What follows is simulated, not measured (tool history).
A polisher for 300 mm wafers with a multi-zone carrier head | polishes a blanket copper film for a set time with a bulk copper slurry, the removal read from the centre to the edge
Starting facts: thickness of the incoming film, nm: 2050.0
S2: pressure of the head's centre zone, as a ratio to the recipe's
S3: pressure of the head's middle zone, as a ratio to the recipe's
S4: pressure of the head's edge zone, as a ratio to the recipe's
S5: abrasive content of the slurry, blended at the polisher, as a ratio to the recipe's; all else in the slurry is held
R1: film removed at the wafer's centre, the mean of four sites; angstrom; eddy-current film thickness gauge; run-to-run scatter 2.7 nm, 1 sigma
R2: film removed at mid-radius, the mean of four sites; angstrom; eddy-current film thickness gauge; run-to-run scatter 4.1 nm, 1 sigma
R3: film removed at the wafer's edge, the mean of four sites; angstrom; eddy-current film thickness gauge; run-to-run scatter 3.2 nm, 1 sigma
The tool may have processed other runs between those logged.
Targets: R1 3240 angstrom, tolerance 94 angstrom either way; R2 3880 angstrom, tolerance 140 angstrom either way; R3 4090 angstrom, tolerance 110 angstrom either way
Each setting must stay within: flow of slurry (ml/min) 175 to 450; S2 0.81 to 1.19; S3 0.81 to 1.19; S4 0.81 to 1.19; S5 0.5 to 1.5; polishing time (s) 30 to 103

Run 1, day 0: flow of slurry (ml/min) 290, S2 1, S3 1, S4 1, S5 1, polishing time (s) 66. Result: R1 5972.5 angstrom, R2 6314.4 angstrom, R3 5969.7 angstrom.
Run 2, day 0.125: flow of slurry (ml/min) 290, S2 1, S3 1, S4 1, S5 1, polishing time (s) 81. Result: R1 7398.5 angstrom, R2 7780.3 angstrom, R3 7264.7 angstrom.
Run 3, day 0.233: flow of slurry (ml/min) 275, S2 0.94, S3 0.97, S4 1, S5 0.85, polishing time (s) 71. Result: R1 5843.1 angstrom, R2 6311.8 angstrom, R3 6170.7 angstrom.
Run 4, day 0.4: flow of slurry (ml/min) 260, S2 0.9, S3 0.96, S4 1.01, S5 0.75, polishing time (s) 63. Result: R1 4760.3 angstrom, R2 5453.3 angstrom, R3 5383.6 angstrom.
Run 5, day 0.629: flow of slurry (ml/min) 260, S2 0.86, S3 0.96, S4 1.01, S5 0.75, polishing time (s) 63. Result: R1 4532.5 angstrom, R2 5333.5 angstrom, R3 5356.4 angstrom.
Run 6, day 0.846: flow of slurry (ml/min) 260, S2 0.81, S3 0.96, S4 1.01, S5 0.75, polishing time (s) 63. Result: R1 4291.3 angstrom, R2 5480.3 angstrom, R3 5384.8 angstrom.
Run 7, day 1.196: flow of slurry (ml/min) 250, S2 0.81, S3 0.94, S4 1, S5 0.65, polishing time (s) 59. Result: R1 3868.6 angstrom, R2 4807.2 angstrom, R3 4815.8 angstrom.
Run 8, day 1.488: flow of slurry (ml/min) 235, S2 0.81, S3 0.93, S4 1, S5 0.6, polishing time (s) 57. Result: R1 3620.8 angstrom, R2 4464.4 angstrom, R3 4556.4 angstrom.
Run 9, day 1.638: flow of slurry (ml/min) 220, S2 0.81, S3 0.92, S4 0.99, S5 0.55, polishing time (s) 56. Result: R1 3471 angstrom, R2 4383.1 angstrom, R3 4311.1 angstrom.
Run 10, day 1.658: flow of slurry (ml/min) 210, S2 0.81, S3 0.9, S4 1, S5 0.55, polishing time (s) 56. Result: R1 3509.9 angstrom, R2 4237.1 angstrom, R3 4401.2 angstrom.
Run 11, day 1.883: flow of slurry (ml/min) 205, S2 0.81, S3 0.9, S4 1, S5 0.55, polishing time (s) 55. Result: R1 3353.7 angstrom, R2 4148.1 angstrom, R3 4326.6 angstrom.
Run 12, day 2.25: flow of slurry (ml/min) 200, S2 0.81, S3 0.89, S4 0.98, S5 0.55, polishing time (s) 55. Result: R1 3385.8 angstrom, R2 4120.1 angstrom, R3 4237.6 angstrom.
At day 2.521: worn pad replaced by a new one.
Run 13, day 2.521: flow of slurry (ml/min) 190, S2 0.81, S3 0.87, S4 1, S5 0.5, polishing time (s) 53. Result: R1 3375.1 angstrom, R2 4014.2 angstrom, R3 4278.7 angstrom.

Exactly one of the 4 candidate moves below puts every result within its allowed miss. Which one?
Run A, day 2.792: flow of slurry (ml/min) 180, S2 0.83, S3 0.81, S4 1, S5 0.5, polishing time (s) 58. Result: R1 ?, R2 ?, R3 ?.
Run B, day 2.792: flow of slurry (ml/min) 290, S2 0.81, S3 0.94, S4 0.93, S5 0.65, polishing time (s) 48. Result: R1 ?, R2 ?, R3 ?.
Run C, day 2.792: flow of slurry (ml/min) 210, S2 0.81, S3 0.87, S4 0.99, S5 0.5, polishing time (s) 51. Result: R1 ?, R2 ?, R3 ?.
Run D, day 2.792: flow of slurry (ml/min) 190, S2 0.86, S3 0.91, S4 0.96, S5 0.5, polishing time (s) 54. Result: R1 ?, R2 ?, R3 ?.

move      R1      R2      R3
   A  3711.5  4062.6  4595.9
   B  3376.1  4149.7  4046.5
   C    3260  3821.3  4081.1
   D  3614.2  4113.1    4215
A: further off than the last run
B: brings the result that was furthest off to its target, and leaves another outside
C: every result lands within tolerance
D: further off than the last run
Move C is the one to make.

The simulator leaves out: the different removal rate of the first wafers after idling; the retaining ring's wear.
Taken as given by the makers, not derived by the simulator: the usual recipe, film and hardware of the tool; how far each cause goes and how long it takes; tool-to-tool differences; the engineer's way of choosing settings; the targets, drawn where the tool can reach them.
